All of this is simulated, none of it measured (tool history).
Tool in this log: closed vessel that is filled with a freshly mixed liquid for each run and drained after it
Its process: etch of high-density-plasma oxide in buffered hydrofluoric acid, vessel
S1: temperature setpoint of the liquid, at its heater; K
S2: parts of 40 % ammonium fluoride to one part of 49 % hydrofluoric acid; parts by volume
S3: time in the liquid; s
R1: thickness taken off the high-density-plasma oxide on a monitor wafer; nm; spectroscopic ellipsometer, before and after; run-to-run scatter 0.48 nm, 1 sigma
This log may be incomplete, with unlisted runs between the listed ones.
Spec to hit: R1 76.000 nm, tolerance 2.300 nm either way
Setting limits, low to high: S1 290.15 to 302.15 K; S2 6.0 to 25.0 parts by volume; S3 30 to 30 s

{"run": 1, "hour": 0.0, "S1": 294.15, "S2": 15.5, "S3": 30, "R1": 32.587}
{"run": 2, "hour": 7.5, "S1": 295.65, "S2": 14.0, "S3": 30, "R1": 39.284}
{"run": 3, "hour": 14.2, "S1": 296.65, "S2": 13.0, "S3": 30, "R1": 44.778}
{"run": 4, "hour": 22.9, "S1": 296.65, "S2": 13.0, "S3": 30, "R1": 44.869}
{"run": 5, "hour": 30.5, "S1": 297.65, "S2": 12.5, "S3": 30, "R1": 48.456}
{"run": 6, "hour": 38.3, "S1": 298.65, "S2": 12.0, "S3": 30, "R1": 53.956}
{"run": 7, "hour": 46.1, "S1": 299.15, "S2": 11.5, "S3": 30, "R1": 58.163}
{"run": 8, "hour": 48.2, "S1": 299.65, "S2": 11.5, "S3": 30, "R1": 59.213}
{"run": 9, "hour": 54.5, "S1": 300.15, "S2": 11.0, "S3": 30, "R1": 63.5}

Which single option among these 4 for the next run brings every result within its allowed miss of target? Just one does.
{"run": "A", "hour": 60.8, "S1": 299.15, "S2": 8.0, "S3": 30, "R1": "?"}
{"run": "B", "hour": 60.8, "S1": 299.15, "S2": 8.5, "S3": 30, "R1": "?"}
{"run": "C", "hour": 60.8, "S1": 301.15, "S2": 12.5, "S3": 30, "R1": "?"}
{"run": "D", "hour": 60.8, "S1": 302.15, "S2": 11.5, "S3": 30, "R1": "?"}

move=A R1=80.883
move=B R1=75.742
move=C R1=59.655
move=D R1=68.236
A: pushes the last run's worst result past its target
B: in spec on every target
C: lands further from the targets than the last run did
D: better than the last run, though not everything is in spec
Answer: B

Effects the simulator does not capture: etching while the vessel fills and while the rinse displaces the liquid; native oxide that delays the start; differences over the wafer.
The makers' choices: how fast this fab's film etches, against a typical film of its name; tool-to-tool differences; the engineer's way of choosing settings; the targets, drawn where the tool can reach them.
